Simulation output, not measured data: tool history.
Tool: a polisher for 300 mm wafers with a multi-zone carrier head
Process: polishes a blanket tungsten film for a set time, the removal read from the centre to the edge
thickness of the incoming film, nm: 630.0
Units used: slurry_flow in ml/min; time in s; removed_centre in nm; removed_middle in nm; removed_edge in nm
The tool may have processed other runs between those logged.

Run 1, hour 0.0: slurry_flow 230 ml/min, centre_zone 1.00, middle_zone 1.00, edge_zone 1.00, slurry_solids 1.00, time 41 s. Result: removed_centre 115.570 nm, removed_middle 120.220 nm, removed_edge 114.650 nm.
Run 2, hour 6.4: slurry_flow 225 ml/min, centre_zone 1.00, middle_zone 0.98, edge_zone 0.99, slurry_solids 0.95, time 41 s. Result: removed_centre 114.280 nm, removed_middle 115.170 nm, removed_edge 111.560 nm.
Run 3, hour 9.6: slurry_flow 225 ml/min, centre_zone 1.00, middle_zone 0.90, edge_zone 0.99, slurry_solids 0.95, time 41 s. Result: removed_centre 115.050 nm, removed_middle 106.180 nm, removed_edge 115.020 nm.
Run 4, hour 12.0: slurry_flow 220 ml/min, centre_zone 1.00, middle_zone 0.90, edge_zone 0.98, slurry_solids 0.90, time 41 s. Result: removed_centre 111.750 nm, removed_middle 106.050 nm, removed_edge 108.490 nm.
Run 5, hour 12.6: slurry_flow 220 ml/min, centre_zone 1.00, middle_zone 0.89, edge_zone 0.98, slurry_solids 0.85, time 41 s. Result: removed_centre 109.270 nm, removed_middle 102.190 nm, removed_edge 109.120 nm.
Run 6, hour 15.8: slurry_flow 215 ml/min, centre_zone 1.00, middle_zone 0.88, edge_zone 0.97, slurry_solids 0.80, time 41 s. Result: removed_centre 105.900 nm, removed_middle 98.799 nm, removed_edge 107.740 nm.
Run 7, hour 19.4: slurry_flow 215 ml/min, centre_zone 1.01, middle_zone 0.88, edge_zone 0.95, slurry_solids 0.80, time 41 s. Result: removed_centre 108.960 nm, removed_middle 98.578 nm, removed_edge 105.540 nm.
Run 8, hour 28.1: slurry_flow 210 ml/min, centre_zone 1.01, middle_zone 0.88, edge_zone 0.94, slurry_solids 0.80, time 41 s. Result: removed_centre 106.890 nm, removed_middle 98.561 nm, removed_edge 104.960 nm.
Run 9, hour 34.3: slurry_flow 195 ml/min, centre_zone 1.05, middle_zone 0.82, edge_zone 0.84, slurry_solids 0.55, time 39 s. Result: removed_centre 90.431 nm, removed_middle 75.826 nm, removed_edge 81.935 nm.
Run 10, hour 41.6: slurry_flow 205 ml/min, centre_zone 1.05, middle_zone 0.82, edge_zone 0.85, slurry_solids 0.55, time 39 s. Result: removed_centre 91.513 nm, removed_middle 76.565 nm, removed_edge 82.712 nm.

The next listed run, before its measurement:
Run 11, hour 44.2: slurry_flow 210 ml/min, centre_zone 1.05, middle_zone 0.82, edge_zone 0.86, slurry_solids 0.55, time 39 s. Result: removed_centre ?, removed_middle ?, removed_edge ?.

removed_centre: 92.775 nm
removed_middle: 77.368 nm
removed_edge: 84.842 nm

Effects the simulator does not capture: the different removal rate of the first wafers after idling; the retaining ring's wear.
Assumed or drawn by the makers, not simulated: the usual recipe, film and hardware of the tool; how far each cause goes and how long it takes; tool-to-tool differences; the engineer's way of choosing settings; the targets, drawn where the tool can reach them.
